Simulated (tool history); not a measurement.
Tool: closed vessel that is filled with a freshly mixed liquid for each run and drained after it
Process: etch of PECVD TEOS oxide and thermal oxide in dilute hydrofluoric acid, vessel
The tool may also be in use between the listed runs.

run  hour  temperature setpoint of the liquid (K)  parts of water to one part of 49 % hydrofluoric acid (parts by volume)  time in the liquid (s)  thickness taken off the PECVD TEOS oxide on a monitor wafer (nm)  thickness taken off the thermal oxide on a monitor wafer (nm)
  1     0                                  294.15                                                                     280                     395                                                            30.466                                                         4.9878
  2   3.5                                  296.65                                                                     260                     395                                                            36.019                                                         6.0647
  3  12.7                                  297.65                                                                     240                     395                                                            41.432                                                         6.9268
  4    16                                  297.65                                                                     335                     395                                                            27.229                                                         4.5092
  5  17.1                                  298.65                                                                     295                     395                                                            32.642                                                         5.5141
  6  18.6                                  295.15                                                                     295                     395                                                            28.993                                                         4.9196
  7  27.9                                  297.15                                                                     270                     395                                                            35.452                                                         5.8189

Expected results for the next run?
  8  36.6                                  298.65                                                                     250                     395                                                                 ?                                                              ?

thickness taken off the PECVD TEOS oxide on a monitor wafer (nm): 41.33
thickness taken off the thermal oxide on a monitor wafer (nm): 6.7322
